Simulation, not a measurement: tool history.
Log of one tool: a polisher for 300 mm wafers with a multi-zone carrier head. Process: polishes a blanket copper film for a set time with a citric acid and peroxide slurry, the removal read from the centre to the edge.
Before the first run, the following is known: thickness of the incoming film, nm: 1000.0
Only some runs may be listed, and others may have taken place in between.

run	hour	flow of slurry (ml/min)	pressure of the head's centre zone	pressure of the head's middle zone	pressure of the head's edge zone	abrasive content of the slurry	polishing time (s)	film removed at the wafer's centre (angstrom)	film removed at mid-radius (angstrom)	film removed at the wafer's edge (angstrom)
1	0	145	1	1	1	1	54	1540	1531.3	1463.3
2	4.6	150	0.98	1.03	1.04	1.15	59	1693.8	1809.5	1730.2
3	9.1	160	0.99	1.06	1.07	1.25	61	1846.7	1968.6	1811.2
4	16.2	160	0.92	1.06	1.07	1.25	61	1719	1977.2	1841.9
5	24.8	160	0.92	1.06	1.07	1.25	71	1977.9	2286.7	2150.6
6	28.9	165	0.92	1.07	1.09	1.3	72	2102.6	2379.2	2221.9
7	30.9	170	0.91	1.08	1.11	1.35	72	2069.5	2396.2	2264.6

For run 8, what comes out?
# hour 39.1: edge zone pressure recalibrated
8	39.1	175	0.91	1.09	1.12	1.4	72	?	?	?

{"run 8": {"film removed at the wafer's centre (angstrom)": 2066.3, "film removed at mid-radius (angstrom)": 2519.8, "film removed at the wafer's edge (angstrom)": 2439.9}}
